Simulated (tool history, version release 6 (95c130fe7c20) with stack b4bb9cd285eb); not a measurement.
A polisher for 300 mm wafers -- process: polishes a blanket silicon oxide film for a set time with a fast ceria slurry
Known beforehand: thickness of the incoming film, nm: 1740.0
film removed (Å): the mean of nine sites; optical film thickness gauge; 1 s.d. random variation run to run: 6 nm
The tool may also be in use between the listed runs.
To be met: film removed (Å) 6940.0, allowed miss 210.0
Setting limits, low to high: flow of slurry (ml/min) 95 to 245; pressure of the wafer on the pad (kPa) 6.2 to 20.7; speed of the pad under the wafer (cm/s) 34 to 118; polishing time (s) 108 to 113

run	hour	flow of slurry (ml/min)	pressure of the wafer on the pad (kPa)	speed of the pad under the wafer (cm/s)	polishing time (s)	film removed (Å)
1	0.0	155	13.1	76	108	9828.2
2	1.3	150	12.4	76	108	9497.9
3	4.6	180	12.4	76	108	9864.1
4	12.4	180	13.8	76	108	10642.0
5	21.4	175	12.4	76	108	9706.7
6	26.2	170	11.7	76	108	9438.9
7	29.0	170	7.6	74	108	6449.9
8	36.3	175	7.6	74	108	6574.2

Exercise: of the 5 proposed moves below, exactly one satisfies all targets within the stated allowed misses. Which move is it?
A	43.6	165	8.3	74	108	?
B	43.6	190	9.0	54	110	?
C	43.6	135	10.3	68	111	?
D	43.6	175	7.6	84	111	?
E	43.6	180	7.6	74	108	?

move	film removed (Å)
A	7042.0
B	6005.6
C	7714.0
D	7634.0
E	6698.2
A: every result lands within tolerance
B: lands further from the targets than the last run did
C: the result that was furthest off in the last run now lies on the other side of its target
D: the result that was furthest off in the last run now lies on the other side of its target
E: moves toward the targets from the last run without getting all of them in spec
A meets every target.
